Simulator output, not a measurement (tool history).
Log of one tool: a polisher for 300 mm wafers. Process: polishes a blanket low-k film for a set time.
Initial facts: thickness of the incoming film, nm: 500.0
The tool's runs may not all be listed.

| run | day | flow of slurry (ml/min) | pressure of the wafer on the pad (kPa) | speed of the pad under the wafer (m/s) | abrasive content of the slurry | polishing time (s) | film removed (Å) |
|---|---|---|---|---|---|---|---|
| 1 | 0 | 310 | 17.2 | 0.94 | 1 | 44 | 193.7 |
| 2 | 0.154 | 310 | 17.9 | 0.94 | 1 | 44 | 199.28 |
| 3 | 0.471 | 345 | 17.9 | 0.94 | 1 | 44 | 204.68 |
| 4 | 0.846 | 345 | 17.9 | 0.86 | 1 | 44 | 186.16 |
| 5 | 0.912 | 345 | 19.3 | 0.86 | 1 | 44 | 203.08 |
| 6 | 1.196 | 345 | 19.3 | 0.72 | 1 | 44 | 175.95 |
| 7 | 1.483 | 345 | 20.7 | 0.72 | 1 | 44 | 192.11 |
| 8 | 1.675 | 345 | 25.5 | 0.74 | 1 | 44 | 243.28 |
|  | 1.75 | worn pad replaced by a new one |
| 9 | 1.75 | 345 | 26.9 | 0.8 | 1 | 44 | 295.56 |

Run 10 is up next; what results do you expect?
| 10 | 2.096 | 345 | 26.9 | 0.8 | 1 | 44 | ? |

{"run 10": {"film removed (Å)": 293.87}}

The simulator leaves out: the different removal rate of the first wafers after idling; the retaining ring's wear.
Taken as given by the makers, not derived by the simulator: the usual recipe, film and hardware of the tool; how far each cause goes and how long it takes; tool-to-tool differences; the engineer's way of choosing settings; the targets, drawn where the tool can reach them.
